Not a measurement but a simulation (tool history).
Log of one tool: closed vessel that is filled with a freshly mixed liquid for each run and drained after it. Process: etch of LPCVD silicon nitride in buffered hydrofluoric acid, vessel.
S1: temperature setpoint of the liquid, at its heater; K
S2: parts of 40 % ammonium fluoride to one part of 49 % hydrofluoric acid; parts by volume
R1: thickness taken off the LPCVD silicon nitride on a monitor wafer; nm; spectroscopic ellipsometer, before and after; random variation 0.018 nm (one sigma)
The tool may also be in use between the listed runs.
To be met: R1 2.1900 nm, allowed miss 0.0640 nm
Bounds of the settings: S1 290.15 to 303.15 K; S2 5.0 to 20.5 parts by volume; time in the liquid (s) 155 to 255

Run 1, day 0.000: S1 295.15 K, S2 12.5 parts by volume, time in the liquid (s) 255. Result: R1 2.8098 nm.
Run 2, day 0.333: S1 294.15 K, S2 12.5 parts by volume, time in the liquid (s) 255. Result: R1 2.6469 nm.
Run 3, day 0.462: S1 294.15 K, S2 12.5 parts by volume, time in the liquid (s) 255. Result: R1 2.6802 nm.
Run 4, day 0.629: S1 293.15 K, S2 12.5 parts by volume, time in the liquid (s) 255. Result: R1 2.5197 nm.
Run 5, day 1.012: S1 293.15 K, S2 12.5 parts by volume, time in the liquid (s) 255. Result: R1 2.5192 nm.
Run 6, day 1.221: S1 293.15 K, S2 10.0 parts by volume, time in the liquid (s) 255. Result: R1 3.1461 nm.
Run 7, day 1.512: S1 292.15 K, S2 10.5 parts by volume, time in the liquid (s) 255. Result: R1 2.8134 nm.
Run 8, day 1.704: S1 291.65 K, S2 11.0 parts by volume, time in the liquid (s) 255. Result: R1 2.6405 nm.
Run 9, day 1.796: S1 291.15 K, S2 11.5 parts by volume, time in the liquid (s) 255. Result: R1 2.3998 nm.
Run 10, day 1.862: S1 290.65 K, S2 11.5 parts by volume, time in the liquid (s) 255. Result: R1 2.3924 nm.

Which of these 4 next moves meets every target?
Run A, day 1.929: S1 290.15 K, S2 13.0 parts by volume, time in the liquid (s) 255. Result: R1 ?.
Run B, day 1.929: S1 290.15 K, S2 12.0 parts by volume, time in the liquid (s) 255. Result: R1 ?.
Run C, day 1.929: S1 292.15 K, S2 12.0 parts by volume, time in the liquid (s) 255. Result: R1 ?.
Run D, day 1.929: S1 291.15 K, S2 12.0 parts by volume, time in the liquid (s) 255. Result: R1 ?.

move      R1
   A  2.0729
   B  2.2421
   C  2.5117
   D  2.3735
A: takes the result that was furthest off past its target
B: meets every target
C: further off than the last run
D: nearer than the last run, and not there yet
Move B is the one to make.
